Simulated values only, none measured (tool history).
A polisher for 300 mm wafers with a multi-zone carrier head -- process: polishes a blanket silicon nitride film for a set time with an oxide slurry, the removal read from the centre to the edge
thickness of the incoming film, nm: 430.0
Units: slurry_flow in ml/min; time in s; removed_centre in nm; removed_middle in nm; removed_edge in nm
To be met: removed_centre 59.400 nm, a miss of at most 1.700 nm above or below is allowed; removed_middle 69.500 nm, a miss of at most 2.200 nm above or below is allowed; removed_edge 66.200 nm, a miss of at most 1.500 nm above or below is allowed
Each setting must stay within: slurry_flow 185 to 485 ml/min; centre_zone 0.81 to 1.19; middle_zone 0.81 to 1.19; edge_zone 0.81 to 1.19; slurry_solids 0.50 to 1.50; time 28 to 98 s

Run 1, day 0.000: slurry_flow 310 ml/min, centre_zone 1.00, middle_zone 1.00, edge_zone 1.00, slurry_solids 1.00, time 63 s. Result: removed_centre 52.081 nm, removed_middle 52.109 nm, removed_edge 50.351 nm.
Run 2, day 0.346: slurry_flow 315 ml/min, centre_zone 0.99, middle_zone 1.02, edge_zone 1.02, slurry_solids 1.05, time 63 s. Result: removed_centre 52.626 nm, removed_middle 53.308 nm, removed_edge 52.246 nm.
Run 3, day 0.488: slurry_flow 320 ml/min, centre_zone 0.98, middle_zone 1.04, edge_zone 1.03, slurry_solids 1.10, time 63 s. Result: removed_centre 53.296 nm, removed_middle 55.430 nm, removed_edge 52.780 nm.
Run 4, day 0.650: slurry_flow 320 ml/min, centre_zone 0.98, middle_zone 1.04, edge_zone 1.03, slurry_solids 1.10, time 51 s. Result: removed_centre 43.420 nm, removed_middle 44.981 nm, removed_edge 42.196 nm.
Run 5, day 1.004: slurry_flow 320 ml/min, centre_zone 0.98, middle_zone 1.04, edge_zone 1.03, slurry_solids 1.20, time 51 s. Result: removed_centre 45.384 nm, removed_middle 46.254 nm, removed_edge 44.371 nm.
Run 6, day 1.067: slurry_flow 315 ml/min, centre_zone 0.97, middle_zone 1.05, edge_zone 1.04, slurry_solids 1.25, time 53 s. Result: removed_centre 46.695 nm, removed_middle 48.450 nm, removed_edge 47.051 nm.
Run 7, day 1.308: slurry_flow 360 ml/min, centre_zone 0.96, middle_zone 1.15, edge_zone 1.14, slurry_solids 1.50, time 65 s. Result: removed_centre 61.169 nm, removed_middle 69.513 nm, removed_edge 64.128 nm.
Run 8, day 1.571: slurry_flow 360 ml/min, centre_zone 0.95, middle_zone 1.15, edge_zone 1.15, slurry_solids 1.50, time 65 s. Result: removed_centre 60.494 nm, removed_middle 70.143 nm, removed_edge 64.644 nm.

Exactly one of the 4 candidate moves below puts every result within its allowed miss. Which one?
Run A, day 1.833: slurry_flow 370 ml/min, centre_zone 0.82, middle_zone 1.13, edge_zone 1.06, slurry_solids 1.50, time 69 s. Result: removed_centre ?, removed_middle ?, removed_edge ?.
Run B, day 1.833: slurry_flow 350 ml/min, centre_zone 0.90, middle_zone 1.19, edge_zone 1.05, slurry_solids 1.50, time 66 s. Result: removed_centre ?, removed_middle ?, removed_edge ?.
Run C, day 1.833: slurry_flow 350 ml/min, centre_zone 0.91, middle_zone 1.13, edge_zone 1.19, slurry_solids 1.40, time 67 s. Result: removed_centre ?, removed_middle ?, removed_edge ?.
Run D, day 1.833: slurry_flow 395 ml/min, centre_zone 0.88, middle_zone 1.19, edge_zone 1.11, slurry_solids 1.50, time 66 s. Result: removed_centre ?, removed_middle ?, removed_edge ?.

move  removed_centre  removed_middle  removed_edge
   A          60.227          72.118        65.886
   B          60.151          71.809        62.470
   C          60.067          68.196        66.192
   D          60.047          72.458        64.684
A: brings the result that was furthest off to its target, and leaves another outside
B: the biggest miss grows against the last run
C: all results in spec
D: the biggest miss grows against the last run
The move that meets every target is C.
